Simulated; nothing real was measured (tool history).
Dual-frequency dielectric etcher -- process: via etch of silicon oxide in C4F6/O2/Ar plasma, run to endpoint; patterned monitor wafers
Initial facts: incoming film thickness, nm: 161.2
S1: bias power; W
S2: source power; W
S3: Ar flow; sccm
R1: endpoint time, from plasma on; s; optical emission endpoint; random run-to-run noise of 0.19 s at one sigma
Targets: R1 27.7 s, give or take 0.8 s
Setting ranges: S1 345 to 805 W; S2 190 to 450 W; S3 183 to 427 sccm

run    day   S1   S2   S3      R1
  1      0  575  320  305   33.15
  2  0.283  575  320  355  33.613
  3   0.35  575  320  321  33.447
  4  0.567  575  260  321  35.174
  5  0.867  625  260  321  34.244
  6  1.238  711  260  321  32.235
  7  1.267  740  290  314  30.663
  8  1.312  760  310  309  29.457
  9  1.617  774  320  307  29.218
 10  1.721  784  330  304  28.658

Consider the 4 candidate settings below. Which is the only one whose results all fall within their allowed miss of target?
  A  1.825  748  330  308   ?
  B  1.825  688  330  344   ?
  C  1.825  743  310  345   ?
  D  1.825  805  350  314   ?

move      R1
   A  29.206
   B  30.713
   C  30.296
   D  27.885
A: lands further from the targets than the last run did
B: lands further from the targets than the last run did
C: lands further from the targets than the last run did
D: all results land within tolerance of their targets
Move D is the one to make.

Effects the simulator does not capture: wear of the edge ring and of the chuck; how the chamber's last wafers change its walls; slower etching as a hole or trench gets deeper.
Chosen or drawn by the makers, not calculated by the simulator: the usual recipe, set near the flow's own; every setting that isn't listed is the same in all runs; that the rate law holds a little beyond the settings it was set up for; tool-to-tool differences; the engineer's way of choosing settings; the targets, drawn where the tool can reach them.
